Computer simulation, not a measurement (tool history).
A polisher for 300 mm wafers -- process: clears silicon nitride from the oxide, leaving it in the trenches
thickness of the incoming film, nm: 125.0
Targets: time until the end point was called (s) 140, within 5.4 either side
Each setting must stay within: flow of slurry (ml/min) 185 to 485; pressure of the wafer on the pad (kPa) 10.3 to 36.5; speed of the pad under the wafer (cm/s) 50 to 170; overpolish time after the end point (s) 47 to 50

run  hour  flow of slurry (ml/min)  pressure of the wafer on the pad (kPa)  speed of the pad under the wafer (cm/s)  overpolish time after the end point (s)  time until the end point was called (s)
  1     0                      310                                    23.4                                      110                                       47                                   105.33
  2   4.7                      355                                    23.4                                      110                                       47                                   104.61
  3   6.8                      400                                    23.4                                      110                                       47                                   104.11
  4  10.4                      400                                    21.4                                      110                                       47                                   112.89
  5    19                      400                                    25.5                                      110                                       47                                   96.868
  6  21.6                      365                                    25.5                                      110                                       47                                   95.294
  7  30.1                      365                                    25.5                                      110                                       47                                   97.035
  8  36.2                      365                                    22.8                                      110                                       47                                   107.72
  9  38.1                      365                                    20.7                                      110                                       47                                   114.87
 10  40.2                      365                                    19.3                                      110                                       47                                   125.89
 11    45                      365                                    18.6                                      110                                       47                                   126.32
 12  53.2                      365                                    17.9                                      110                                       47                                   134.79

Which one of the following 5 next-run settings gets every result inside its allowed miss? There is exactly one.
  A  61.4                      335                                    15.9                                      130                                       50                                        ?
  B  61.4                      310                                    22.1                                      102                                       50                                        ?
  C  61.4                      360                                    19.3                                      108                                       47                                        ?
  D  61.4                      345                                    18.6                                      110                                       47                                        ?
  E  61.4                      400                                    19.3                                       94                                       48                                        ?

move  time until the end point was called (s)
   A                                   127.68
   B                                   119.07
   C                                   125.93
   D                                   128.27
   E                                   139.83
A: lands further from the targets than the last run did
B: lands further from the targets than the last run did
C: lands further from the targets than the last run did
D: lands further from the targets than the last run did
E: all results in spec
Move E is the one to make.

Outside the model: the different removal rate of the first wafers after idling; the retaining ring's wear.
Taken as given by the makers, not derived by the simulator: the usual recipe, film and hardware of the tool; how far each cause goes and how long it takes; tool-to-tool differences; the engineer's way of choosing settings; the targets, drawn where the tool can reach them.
